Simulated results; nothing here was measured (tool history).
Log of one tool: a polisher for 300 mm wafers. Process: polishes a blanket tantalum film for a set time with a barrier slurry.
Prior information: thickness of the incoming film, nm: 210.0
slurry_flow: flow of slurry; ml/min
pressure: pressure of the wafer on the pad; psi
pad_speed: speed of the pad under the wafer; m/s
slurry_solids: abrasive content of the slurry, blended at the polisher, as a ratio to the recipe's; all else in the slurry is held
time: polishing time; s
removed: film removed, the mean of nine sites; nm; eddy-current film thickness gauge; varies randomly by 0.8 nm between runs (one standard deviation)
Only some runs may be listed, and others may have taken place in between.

| run | hour | slurry_flow | pressure | pad_speed | slurry_solids | time | removed |
|---|---|---|---|---|---|---|---|
| 1 | 0.0 | 165 | 2.5 | 0.80 | 1.00 | 61 | 123.220 |
| 2 | 1.5 | 165 | 2.5 | 0.88 | 1.00 | 61 | 132.860 |
| 3 | 7.0 | 165 | 2.3 | 0.88 | 1.00 | 61 | 123.700 |
| 4 | 8.3 | 165 | 2.3 | 0.70 | 1.00 | 61 | 101.810 |
| 5 | 16.7 | 195 | 2.3 | 0.70 | 1.00 | 61 | 102.840 |
| 6 | 22.0 | 195 | 2.3 | 0.70 | 1.15 | 61 | 106.320 |
| 7 | 29.9 | 195 | 2.2 | 0.70 | 1.15 | 61 | 100.700 |

What will run 8 give?
| 8 | 33.0 | 195 | 2.1 | 0.70 | 1.15 | 61 | ? |

{"run 8": {"removed": 98.081}}
